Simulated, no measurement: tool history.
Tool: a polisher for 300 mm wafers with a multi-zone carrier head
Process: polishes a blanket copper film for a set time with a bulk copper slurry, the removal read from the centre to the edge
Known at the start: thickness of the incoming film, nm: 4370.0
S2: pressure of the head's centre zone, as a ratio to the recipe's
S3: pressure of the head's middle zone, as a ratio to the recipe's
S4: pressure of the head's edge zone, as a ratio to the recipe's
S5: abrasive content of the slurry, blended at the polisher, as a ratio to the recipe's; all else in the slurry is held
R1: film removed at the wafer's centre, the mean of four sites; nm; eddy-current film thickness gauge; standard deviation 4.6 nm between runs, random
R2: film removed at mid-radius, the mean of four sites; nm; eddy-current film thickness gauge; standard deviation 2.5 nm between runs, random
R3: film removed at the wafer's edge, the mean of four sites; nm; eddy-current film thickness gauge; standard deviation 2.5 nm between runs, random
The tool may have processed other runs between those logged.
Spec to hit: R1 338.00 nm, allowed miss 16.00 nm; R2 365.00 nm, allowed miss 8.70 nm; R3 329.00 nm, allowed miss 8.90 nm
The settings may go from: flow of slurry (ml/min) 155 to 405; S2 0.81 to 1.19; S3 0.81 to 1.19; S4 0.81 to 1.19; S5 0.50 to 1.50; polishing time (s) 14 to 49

{"run": 1, "hour": 0.0, "flow of slurry (ml/min)": 260, "S2": 1.0, "S3": 1.0, "S4": 1.0, "S5": 1.0, "polishing time (s)": 31, "R1": 304.31, "R2": 325.19, "R3": 324.17}
{"run": 2, "hour": 2.3, "flow of slurry (ml/min)": 260, "S2": 1.0, "S3": 1.0, "S4": 1.0, "S5": 0.9, "polishing time (s)": 31, "R1": 303.15, "R2": 315.98, "R3": 316.79}
{"run": 3, "hour": 6.5, "flow of slurry (ml/min)": 260, "S2": 1.0, "S3": 1.0, "S4": 0.95, "S5": 0.9, "polishing time (s)": 31, "R1": 308.67, "R2": 315.24, "R3": 307.44}
{"run": 4, "hour": 9.7, "flow of slurry (ml/min)": 275, "S2": 1.02, "S3": 1.03, "S4": 0.96, "S5": 0.9, "polishing time (s)": 31, "R1": 315.75, "R2": 324.17, "R3": 312.31}
{"run": 5, "hour": 15.8, "flow of slurry (ml/min)": 275, "S2": 1.02, "S3": 1.03, "S4": 0.96, "S5": 0.9, "polishing time (s)": 35, "R1": 353.27, "R2": 369.14, "R3": 354.89}
{"run": 6, "hour": 22.9, "flow of slurry (ml/min)": 275, "S2": 1.02, "S3": 1.08, "S4": 0.96, "S5": 0.9, "polishing time (s)": 35, "R1": 360.48, "R2": 376.56, "R3": 352.7}
{"run": 7, "hour": 28.3, "flow of slurry (ml/min)": 260, "S2": 1.01, "S3": 1.08, "S4": 0.94, "S5": 0.9, "polishing time (s)": 35, "R1": 353.01, "R2": 374.06, "R3": 353.38}
{"run": 8, "hour": 33.0, "flow of slurry (ml/min)": 265, "S2": 1.0, "S3": 1.09, "S4": 0.92, "S5": 0.85, "polishing time (s)": 35, "R1": 344.87, "R2": 380.86, "R3": 336.93}
{"run": 9, "hour": 34.8, "flow of slurry (ml/min)": 255, "S2": 1.0, "S3": 1.08, "S4": 0.92, "S5": 0.85, "polishing time (s)": 35, "R1": 346.53, "R2": 369.85, "R3": 342.21}
{"run": 10, "hour": 43.3, "flow of slurry (ml/min)": 255, "S2": 0.99, "S3": 1.08, "S4": 0.91, "S5": 0.85, "polishing time (s)": 35, "R1": 341.75, "R2": 374.05, "R3": 335.47}
{"run": 11, "hour": 48.0, "flow of slurry (ml/min)": 250, "S2": 0.99, "S3": 1.08, "S4": 0.91, "S5": 0.85, "polishing time (s)": 35, "R1": 336.21, "R2": 378.54, "R3": 343.11}

Exercise: of the 4 proposed moves below, exactly one satisfies all targets within the stated allowed misses. Which move is it?
{"run": "A", "hour": 52.7, "flow of slurry (ml/min)": 240, "S2": 0.91, "S3": 1.09, "S4": 0.93, "S5": 0.65, "polishing time (s)": 38, "R1": "?", "R2": "?", "R3": "?"}
{"run": "B", "hour": 52.7, "flow of slurry (ml/min)": 260, "S2": 0.9, "S3": 1.1, "S4": 0.86, "S5": 0.85, "polishing time (s)": 37, "R1": "?", "R2": "?", "R3": "?"}
{"run": "C", "hour": 52.7, "flow of slurry (ml/min)": 280, "S2": 1.01, "S3": 1.11, "S4": 0.93, "S5": 0.9, "polishing time (s)": 33, "R1": "?", "R2": "?", "R3": "?"}
{"run": "D", "hour": 52.7, "flow of slurry (ml/min)": 275, "S2": 0.94, "S3": 1.1, "S4": 0.81, "S5": 0.9, "polishing time (s)": 36, "R1": "?", "R2": "?", "R3": "?"}

move=A R1=336.03 R2=394.01 R3=363.59
move=B R1=335.85 R2=400.28 R3=353.69
move=C R1=341.00 R2=363.41 R3=330.65
move=D R1=345.47 R2=393.85 R3=338.60
A: lands further from the targets than the last run did
B: lands further from the targets than the last run did
C: hits every target within its allowed miss
D: lands further from the targets than the last run did
C is the move that brings every result within its allowed miss.
